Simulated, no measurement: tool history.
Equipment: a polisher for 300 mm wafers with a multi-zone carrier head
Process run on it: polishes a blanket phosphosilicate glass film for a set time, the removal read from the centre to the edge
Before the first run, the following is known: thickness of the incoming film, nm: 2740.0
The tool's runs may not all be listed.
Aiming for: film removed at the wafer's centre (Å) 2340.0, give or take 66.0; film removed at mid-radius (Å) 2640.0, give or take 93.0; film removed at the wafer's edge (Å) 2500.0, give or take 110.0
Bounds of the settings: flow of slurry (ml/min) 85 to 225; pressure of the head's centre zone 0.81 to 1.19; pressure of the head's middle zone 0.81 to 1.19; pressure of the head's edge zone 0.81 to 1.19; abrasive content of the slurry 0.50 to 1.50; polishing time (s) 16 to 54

run	day	flow of slurry (ml/min)	pressure of the head's centre zone	pressure of the head's middle zone	pressure of the head's edge zone	abrasive content of the slurry	polishing time (s)	film removed at the wafer's centre (Å)	film removed at mid-radius (Å)	film removed at the wafer's edge (Å)
1	0.000	145	1.00	1.00	1.00	1.00	35	2861.6	2988.9	2801.6
2	0.146	145	1.00	1.00	1.00	1.00	40	3243.5	3430.9	3141.8
3	0.196	180	1.00	1.00	1.00	1.00	40	3382.1	3470.3	3312.1
4	0.554	180	1.00	1.00	1.00	0.90	40	3158.6	3278.1	3014.1
5	0.908	170	0.94	0.95	0.96	0.85	40	2928.8	3034.3	2903.1
6	1.233	205	0.94	0.95	0.96	0.85	40	3033.5	3151.5	3003.5
7	1.504	185	0.90	0.93	0.93	0.80	40	2736.4	3010.4	2800.8
8	1.875	170	0.88	0.90	0.91	0.80	40	2630.6	2836.3	2746.9
9	2.050	155	0.87	0.90	0.89	0.80	40	2546.3	2778.2	2631.5
10	2.171	145	0.86	0.90	0.89	0.80	40	2486.3	2732.1	2683.5
11	2.483	140	0.85	0.90	0.87	0.80	40	2426.9	2739.5	2574.0

Below are 5 possible settings for the next run. Only one of them brings all results inside the allowed miss of their targets. Which is it?
A	2.796	95	0.89	1.02	0.81	0.80	44	?	?	?
B	2.796	165	0.83	0.88	0.83	1.05	33	?	?	?
C	2.796	145	0.86	0.96	0.81	0.85	39	?	?	?
D	2.796	120	0.86	1.05	0.81	0.90	36	?	?	?
E	2.796	105	0.98	1.03	0.83	1.10	33	?	?	?

move	film removed at the wafer's centre (Å)	film removed at mid-radius (Å)	film removed at the wafer's edge (Å)
A	2513.4	3028.3	2620.9
B	2345.1	2675.8	2525.8
C	2489.6	2929.2	2579.5
D	2277.1	2879.9	2394.1
E	2558.2	2805.6	2417.2
A: its largest miss is bigger than the last run's
B: all results land within tolerance of their targets
C: its largest miss is bigger than the last run's
D: the worst result of the last run now meets its target, but another is out of spec
E: its largest miss is bigger than the last run's
B is the move that brings every result within its allowed miss.
